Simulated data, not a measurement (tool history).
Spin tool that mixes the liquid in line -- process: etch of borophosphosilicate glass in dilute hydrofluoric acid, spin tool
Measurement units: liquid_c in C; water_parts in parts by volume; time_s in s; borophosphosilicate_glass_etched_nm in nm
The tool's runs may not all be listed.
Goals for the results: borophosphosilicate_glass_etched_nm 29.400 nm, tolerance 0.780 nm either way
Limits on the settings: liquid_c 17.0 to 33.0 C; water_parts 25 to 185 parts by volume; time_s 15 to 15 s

| run | day | liquid_c | water_parts | time_s | borophosphosilicate_glass_etched_nm |
|---|---|---|---|---|---|
| 1 | 0.000 | 25.0 | 105 | 15 | 9.675 |
| 2 | 0.246 | 25.0 | 85 | 15 | 12.219 |
| 3 | 0.475 | 27.0 | 70 | 15 | 16.614 |
| 4 | 0.604 | 27.0 | 70 | 15 | 16.671 |
| 5 | 0.733 | 27.0 | 70 | 15 | 16.540 |
| 6 | 0.850 | 28.5 | 65 | 15 | 19.097 |
| 7 | 0.967 | 29.5 | 60 | 15 | 21.504 |
| 8 | 1.021 | 30.5 | 55 | 15 | 24.529 |
| 9 | 1.279 | 31.0 | 55 | 15 | 24.972 |
| 10 | 1.521 | 31.5 | 55 | 15 | 25.639 |
| 11 | 1.883 | 32.0 | 55 | 15 | 26.386 |
| 12 | 2.088 | 32.5 | 55 | 15 | 26.519 |

Next run, 4 choices. One meets every target within its allowed miss, the rest don't. Which?
| A | 2.292 | 31.0 | 50 | 15 | ? |
| B | 2.292 | 32.5 | 50 | 15 | ? |
| C | 2.292 | 33.0 | 55 | 15 | ? |
| D | 2.292 | 31.5 | 45 | 15 | ? |

| move | borophosphosilicate_glass_etched_nm |
|---|---|
| A | 27.561 |
| B | 29.208 |
| C | 26.845 |
| D | 31.475 |
A: closer than the last run, but not yet in spec
B: every result lands within tolerance
C: closer than the last run, but not yet in spec
D: takes the biggest miss from the last run beyond its target
The move that meets every target is B.
